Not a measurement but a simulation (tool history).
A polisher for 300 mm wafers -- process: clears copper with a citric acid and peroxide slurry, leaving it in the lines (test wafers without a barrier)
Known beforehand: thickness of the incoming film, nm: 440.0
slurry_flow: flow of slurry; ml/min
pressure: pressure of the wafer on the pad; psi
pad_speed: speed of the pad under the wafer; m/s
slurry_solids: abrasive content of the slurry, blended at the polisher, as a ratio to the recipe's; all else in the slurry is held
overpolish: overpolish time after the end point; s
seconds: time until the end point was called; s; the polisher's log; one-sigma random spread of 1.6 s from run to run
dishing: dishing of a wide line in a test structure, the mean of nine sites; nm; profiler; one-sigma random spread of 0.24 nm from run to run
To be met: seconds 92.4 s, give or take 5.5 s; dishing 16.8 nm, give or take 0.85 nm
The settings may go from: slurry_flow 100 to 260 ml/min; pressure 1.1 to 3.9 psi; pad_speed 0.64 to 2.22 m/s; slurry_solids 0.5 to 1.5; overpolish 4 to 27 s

run	hour	slurry_flow	pressure	pad_speed	slurry_solids	overpolish	seconds	dishing
1	0	165	2.5	1.42	1	14	194.95	14.799
2	4.3	180	2.5	1.42	1	14	191.97	15.033
3	11.8	180	2.5	1.12	1	14	245.49	12.478
4	14.3	180	3	1.12	1	14	207.61	14.29
5	20.7	185	3.2	1.24	1	12	175.03	14.167
6	29.3	185	3.2	1.24	1.15	12	168.65	14.593
7	33	185	3.3	1.32	1.15	11	150.47	14.182
8	40.5	185	3.4	1.38	1.15	11	142.73	15.449
9	49.3	190	3.5	1.44	1.15	10	133.91	15.278
10	57.1	195	3.9	1.84	1.2	6	93.288	13.751
11	57.8	195	3.9	1.84	1.2	7	94.076	15.351
12	60.9	195	3.9	1.84	1.2	7	93.638	15.31
13	66.3	195	3.9	1.86	1.2	9	91.397	17.995

Below are 5 possible settings for the next run. Only one of them brings all results inside the allowed miss of their targets. Which is it?
A	71.7	225	3.9	2.16	1.25	8	?	?
B	71.7	225	3.9	2.16	1	9	?	?
C	71.7	190	3.6	2.04	1.25	7	?	?
D	71.7	220	3.5	1.98	1.5	8	?	?
E	71.7	230	3.5	1.72	1.25	8	?	?

move	seconds	dishing
A	79.312	18.785
B	82.656	19.63
C	92.474	15.644
D	92.446	17.074
E	109.35	15.287
A: moves away from the targets compared with the last run
B: moves away from the targets compared with the last run
C: the result that was furthest off in the last run now lies on the other side of its target
D: every result within its allowed miss
E: the result that was furthest off in the last run now lies on the other side of its target
The move that meets every target is D.
